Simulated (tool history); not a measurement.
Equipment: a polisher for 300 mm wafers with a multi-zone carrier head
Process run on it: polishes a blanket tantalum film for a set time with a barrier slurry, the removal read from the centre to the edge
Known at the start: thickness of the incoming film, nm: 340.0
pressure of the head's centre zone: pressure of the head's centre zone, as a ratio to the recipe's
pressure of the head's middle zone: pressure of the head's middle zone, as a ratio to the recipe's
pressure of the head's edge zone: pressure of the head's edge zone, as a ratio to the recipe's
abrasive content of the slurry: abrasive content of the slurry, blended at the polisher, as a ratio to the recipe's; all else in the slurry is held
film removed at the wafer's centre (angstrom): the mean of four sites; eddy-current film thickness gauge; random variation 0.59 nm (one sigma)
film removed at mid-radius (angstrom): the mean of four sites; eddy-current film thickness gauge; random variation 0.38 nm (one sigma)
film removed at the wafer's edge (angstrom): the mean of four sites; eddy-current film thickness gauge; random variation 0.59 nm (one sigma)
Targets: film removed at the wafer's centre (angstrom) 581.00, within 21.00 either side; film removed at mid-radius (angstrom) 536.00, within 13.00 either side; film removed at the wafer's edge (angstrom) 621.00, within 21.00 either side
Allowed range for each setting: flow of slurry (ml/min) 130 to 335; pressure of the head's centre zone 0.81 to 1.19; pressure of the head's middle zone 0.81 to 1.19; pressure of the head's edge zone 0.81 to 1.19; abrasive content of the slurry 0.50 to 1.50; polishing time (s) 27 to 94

run,hour,flow of slurry (ml/min),pressure of the head's centre zone,pressure of the head's middle zone,pressure of the head's edge zone,abrasive content of the slurry,polishing time (s),film removed at the wafer's centre (angstrom),film removed at mid-radius (angstrom),film removed at the wafer's edge (angstrom)
1,0.0,215,1.00,1.00,1.00,1.00,60,1112.00,1055.30,1075.80
2,8.7,210,0.99,0.98,0.99,0.95,57,1031.50,954.64,997.60
3,12.2,210,0.99,0.98,0.99,0.95,48,861.76,802.49,844.51
4,12.8,245,0.99,0.98,0.99,0.95,48,866.25,825.08,840.78
5,20.2,195,0.99,0.98,0.99,0.95,48,872.51,797.07,826.11
6,26.8,195,0.99,0.98,0.99,0.80,48,778.45,737.24,763.63
7,31.1,190,0.98,0.96,0.98,0.75,48,731.10,687.24,725.82
8,35.0,185,0.96,0.94,0.96,0.75,48,725.58,673.09,703.77
9,40.4,150,0.86,0.84,1.02,0.50,46,399.72,368.18,444.15
10,45.9,170,0.87,0.85,1.03,0.50,46,399.59,374.02,447.09
11,48.1,175,0.89,0.86,1.05,0.50,46,400.99,377.64,448.22
12,55.9,170,0.90,0.87,1.06,0.55,46,477.60,447.06,528.27
13,64.3,165,0.91,0.87,1.06,0.55,46,482.59,435.24,525.02
14,73.2,170,0.92,0.88,1.07,0.55,46,494.87,440.23,528.95
15,78.5,180,0.93,0.89,1.08,0.55,46,493.79,449.12,534.46
16,86.2,185,0.94,0.90,1.09,0.55,46,509.23,463.80,531.02
17,94.8,180,0.94,0.91,1.10,0.55,46,500.44,467.13,524.44
18,103.3,240,0.95,0.92,1.19,0.80,47,735.12,691.86,813.94
19,109.7,230,0.94,0.92,1.17,0.80,47,744.69,692.49,808.94
20,113.7,220,0.93,0.91,1.14,0.80,47,730.93,683.75,802.21
21,120.3,215,0.92,0.90,1.11,0.80,47,726.56,667.69,785.02
22,122.7,210,0.91,0.89,1.08,0.80,47,728.74,671.10,767.03
23,129.4,200,0.90,0.89,1.07,0.80,47,706.82,667.90,780.20
24,135.3,200,0.90,0.88,1.05,0.80,47,712.23,662.33,767.06
25,136.7,195,0.90,0.88,1.04,0.80,47,699.94,663.06,744.80
26,138.6,190,0.90,0.87,1.04,0.80,47,710.10,656.11,756.17
27,145.8,190,0.89,0.86,1.03,0.80,47,690.79,649.16,754.79
28,148.9,185,0.89,0.86,1.02,0.80,47,690.90,646.43,739.14
# hour 151.5: centre zone pressure recalibrated
29,151.5,180,0.89,0.85,1.01,0.80,47,633.54,634.20,742.90
30,158.6,180,0.88,0.85,1.02,0.80,47,610.23,642.01,746.23

Consider the 4 candidate settings below. Which is the only one whose results all fall within their allowed miss of target?
A,165.7,250,0.98,0.89,1.07,0.55,50,?,?,?
B,165.7,190,0.91,0.88,0.93,0.60,49,?,?,?
C,165.7,165,0.99,0.87,1.01,0.90,37,?,?,?
D,165.7,220,0.93,0.93,0.98,0.65,43,?,?,?

move,film removed at the wafer's centre (angstrom),film removed at mid-radius (angstrom),film removed at the wafer's edge (angstrom)
A,540.10,504.34,574.04
B,540.54,534.81,576.99
C,588.99,537.75,611.09
D,531.87,538.62,568.12
A: takes the biggest miss from the last run beyond its target
B: corrects the largest miss of the last run, while another result sits out of spec
C: every result lands within tolerance
D: corrects the largest miss of the last run, while another result sits out of spec
So the answer is move C, the one that meets all the targets.
